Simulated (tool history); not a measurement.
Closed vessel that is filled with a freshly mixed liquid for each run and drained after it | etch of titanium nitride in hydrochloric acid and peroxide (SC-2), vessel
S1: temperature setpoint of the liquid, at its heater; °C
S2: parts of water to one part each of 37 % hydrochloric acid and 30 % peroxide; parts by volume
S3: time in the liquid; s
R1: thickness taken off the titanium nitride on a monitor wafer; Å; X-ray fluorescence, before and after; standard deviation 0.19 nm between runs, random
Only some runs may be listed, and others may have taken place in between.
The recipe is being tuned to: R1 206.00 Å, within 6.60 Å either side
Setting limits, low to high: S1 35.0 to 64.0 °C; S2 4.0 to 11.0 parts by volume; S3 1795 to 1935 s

run,hour,S1,S2,S3,R1
1,0.0,48.0,6.0,1795,544.18
2,4.5,54.0,6.0,1795,823.64
3,10.0,54.0,7.0,1795,721.61
4,14.8,54.0,5.5,1795,879.25
5,22.3,57.0,5.5,1795,1046.30
6,27.6,54.0,6.0,1795,815.67
# hour 31.3: new drum of peroxide connected
7,31.3,51.0,6.0,1795,708.68
8,36.5,43.0,8.5,1795,321.31
9,41.5,42.0,8.5,1795,299.06
10,45.2,35.5,8.5,1795,187.01

Exercise: of the 4 proposed moves below, exactly one satisfies all targets within the stated allowed misses. Which move is it?
A,48.9,35.5,7.0,1795,?
B,48.9,37.5,9.0,1935,?
C,48.9,37.0,9.5,1930,?
D,48.9,37.0,11.0,1900,?

move,R1
A,219.22
B,223.57
C,205.73
D,179.16
A: carries the result that was furthest off beyond its target, to the other side
B: carries the result that was furthest off beyond its target, to the other side
C: all results in spec
D: lands further from the targets than the last run did
C is the move that brings every result within its allowed miss.

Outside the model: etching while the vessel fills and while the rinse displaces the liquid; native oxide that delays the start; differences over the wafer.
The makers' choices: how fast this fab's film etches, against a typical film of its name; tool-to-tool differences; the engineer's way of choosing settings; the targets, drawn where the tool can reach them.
